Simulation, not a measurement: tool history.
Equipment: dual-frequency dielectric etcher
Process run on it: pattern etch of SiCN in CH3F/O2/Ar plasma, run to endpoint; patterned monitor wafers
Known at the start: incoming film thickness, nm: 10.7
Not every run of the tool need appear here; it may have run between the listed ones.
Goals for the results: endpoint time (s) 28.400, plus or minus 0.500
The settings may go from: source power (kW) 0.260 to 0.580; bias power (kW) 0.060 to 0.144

run    day  source power (kW)  bias power (kW)  endpoint time (s)
  1  0.000              0.420            0.102             24.959
  2  0.112              0.390            0.102             25.786
  3  0.217              0.370            0.101             26.773
  4  0.238              0.370            0.092             27.538
  5  0.338              0.420            0.092             25.570
  6  0.421              0.410            0.092             26.233
  7  0.571              0.400            0.092             26.401
  8  0.908              0.390            0.092             26.720
  9  1.238              0.380            0.092             27.269
 10  1.562              0.340            0.091             29.398

Which single option among these 4 for the next run brings every result within its allowed miss of target? Just one does.
  A  1.888              0.400            0.076                  ?
  B  1.888              0.320            0.092                  ?
  C  1.888              0.370            0.074                  ?
  D  1.888              0.340            0.079                  ?

move  endpoint time (s)
   A             28.075
   B             30.329
   C             29.699
   D             30.683
A: in spec on every target
B: the biggest miss grows against the last run
C: the biggest miss grows against the last run
D: the biggest miss grows against the last run
Move A is the one to make.
